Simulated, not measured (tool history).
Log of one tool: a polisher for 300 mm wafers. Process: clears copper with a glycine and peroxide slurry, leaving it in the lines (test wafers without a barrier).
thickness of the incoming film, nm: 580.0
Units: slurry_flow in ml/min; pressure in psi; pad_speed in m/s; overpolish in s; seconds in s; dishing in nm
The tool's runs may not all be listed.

run,hour,slurry_flow,pressure,pad_speed,overpolish,seconds,dishing
1,0,185,2.7,0.94,9,111.2,33.818
2,1.4,185,2.7,0.94,8,112.31,30.262
3,7.6,175,2.4,0.92,7,128.9,24.106
4,13.3,145,2.4,0.92,7,134.01,23.471
5,22.1,175,2.4,0.92,7,130.77,23.928
6,27.8,175,3,0.92,7,108.72,28.437
7,32.7,175,3,0.92,7,107.86,28.04

Forecast run 8:
8,35.4,205,2.9,0.78,6,?,?

{"run 8": {"seconds": 121.6, "dishing": 21.387}}
